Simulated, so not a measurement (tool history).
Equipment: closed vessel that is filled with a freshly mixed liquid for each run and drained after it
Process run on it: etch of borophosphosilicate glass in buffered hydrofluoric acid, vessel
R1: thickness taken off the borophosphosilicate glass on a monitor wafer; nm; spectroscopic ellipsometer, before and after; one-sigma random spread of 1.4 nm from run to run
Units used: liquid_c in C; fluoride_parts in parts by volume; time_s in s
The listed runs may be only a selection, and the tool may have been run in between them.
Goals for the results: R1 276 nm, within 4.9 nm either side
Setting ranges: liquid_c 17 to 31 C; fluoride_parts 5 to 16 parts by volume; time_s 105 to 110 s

{"run": 1, "day": 0.0, "liquid_c": 23, "fluoride_parts": 9.5, "time_s": 105, "R1": 165.5}
{"run": 2, "day": 0.283, "liquid_c": 23, "fluoride_parts": 10.5, "time_s": 105, "R1": 149.36}
{"run": 3, "day": 0.417, "liquid_c": 25, "fluoride_parts": 10.5, "time_s": 105, "R1": 166.13}
{"run": 4, "day": 0.767, "liquid_c": 27, "fluoride_parts": 10.5, "time_s": 105, "R1": 184.89}
{"run": 5, "day": 0.808, "liquid_c": 27, "fluoride_parts": 10.5, "time_s": 110, "R1": 194.9}
{"run": 6, "day": 0.946, "liquid_c": 27, "fluoride_parts": 8, "time_s": 110, "R1": 246.01}
{"run": 7, "day": 1.292, "liquid_c": 27.5, "fluoride_parts": 8, "time_s": 110, "R1": 250.31}
{"run": 8, "day": 1.4, "liquid_c": 29.5, "fluoride_parts": 8, "time_s": 110, "R1": 282.07}

Consider the 5 candidate settings below. Which is the only one whose results all fall within their allowed miss of target?
{"run": "A", "day": 1.508, "liquid_c": 30, "fluoride_parts": 8, "time_s": 110, "R1": "?"}
{"run": "B", "day": 1.508, "liquid_c": 30.5, "fluoride_parts": 8.5, "time_s": 110, "R1": "?"}
{"run": "C", "day": 1.508, "liquid_c": 27, "fluoride_parts": 7.5, "time_s": 110, "R1": "?"}
{"run": "D", "day": 1.508, "liquid_c": 28.5, "fluoride_parts": 7.5, "time_s": 110, "R1": "?"}
{"run": "E", "day": 1.508, "liquid_c": 31, "fluoride_parts": 8, "time_s": 105, "R1": "?"}

move=A R1=287.51
move=B R1=276.44
move=C R1=263.66
move=D R1=285.29
move=E R1=289.01
A: its largest miss is bigger than the last run's
B: meets every target
C: takes the result that was furthest off past its target
D: its largest miss is bigger than the last run's
E: its largest miss is bigger than the last run's
The move that meets every target is B.
